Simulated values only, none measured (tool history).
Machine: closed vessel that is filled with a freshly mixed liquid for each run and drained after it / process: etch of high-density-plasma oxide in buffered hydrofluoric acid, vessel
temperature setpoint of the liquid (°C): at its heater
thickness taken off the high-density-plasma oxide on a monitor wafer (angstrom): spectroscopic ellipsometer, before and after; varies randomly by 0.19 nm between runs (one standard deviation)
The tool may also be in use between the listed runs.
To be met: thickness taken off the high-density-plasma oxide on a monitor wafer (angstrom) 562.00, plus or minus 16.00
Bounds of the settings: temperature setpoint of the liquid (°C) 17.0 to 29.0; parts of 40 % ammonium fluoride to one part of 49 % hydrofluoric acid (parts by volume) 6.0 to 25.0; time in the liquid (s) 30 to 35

run,day,temperature setpoint of the liquid (°C),parts of 40 % ammonium fluoride to one part of 49 % hydrofluoric acid (parts by volume),time in the liquid (s),thickness taken off the high-density-plasma oxide on a monitor wafer (angstrom)
1,0.000,21.0,15.5,35,289.65
2,0.300,20.0,15.5,35,275.99
3,0.529,18.0,15.5,35,243.80
4,0.775,18.0,15.5,30,210.38
5,1.104,18.0,11.5,30,283.33
6,1.192,18.0,13.5,30,239.89
7,1.508,21.5,13.0,30,304.03
8,1.842,24.0,11.5,30,391.68

Which one of the following 4 next-run settings gets every result inside its allowed miss? There is exactly one.
A,2.175,26.0,11.0,30,?
B,2.175,22.0,7.0,30,?
C,2.175,28.5,16.5,30,?
D,2.175,27.0,7.5,30,?

move,thickness taken off the high-density-plasma oxide on a monitor wafer (angstrom)
A,455.03
B,564.79
C,349.16
D,684.97
A: nearer the targets than the last run, but a result is still out of spec
B: each result inside its tolerance
C: its largest miss is bigger than the last run's
D: takes the biggest miss from the last run beyond its target
The move that meets every target is B.
